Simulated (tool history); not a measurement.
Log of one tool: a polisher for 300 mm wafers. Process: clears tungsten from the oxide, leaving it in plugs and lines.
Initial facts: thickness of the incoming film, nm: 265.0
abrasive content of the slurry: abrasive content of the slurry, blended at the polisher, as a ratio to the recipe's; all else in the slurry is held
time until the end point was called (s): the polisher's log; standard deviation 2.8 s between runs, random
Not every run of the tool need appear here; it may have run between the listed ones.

| run | hour | flow of slurry (ml/min) | pressure of the wafer on the pad (psi) | speed of the pad under the wafer (m/s) | abrasive content of the slurry | overpolish time after the end point (s) | time until the end point was called (s) |
|---|---|---|---|---|---|---|---|
| 1 | 0 | 125 | 3 | 0.88 | 1 | 8 | 101.75 |
| 2 | 7.2 | 95 | 3 | 0.88 | 1 | 8 | 106.81 |
| 3 | 8.3 | 75 | 3 | 0.88 | 1 | 8 | 116.44 |
| 4 | 14.5 | 75 | 2.6 | 0.86 | 1 | 8 | 123.05 |
| 5 | 18.1 | 105 | 2.6 | 0.86 | 1 | 8 | 116.78 |
| 6 | 23 | 105 | 2.6 | 0.86 | 1 | 8 | 113.81 |

Predict the results of run 7:
| 7 | 30.1 | 100 | 2.3 | 0.76 | 1 | 8 | ? |

time until the end point was called (s): 137.08
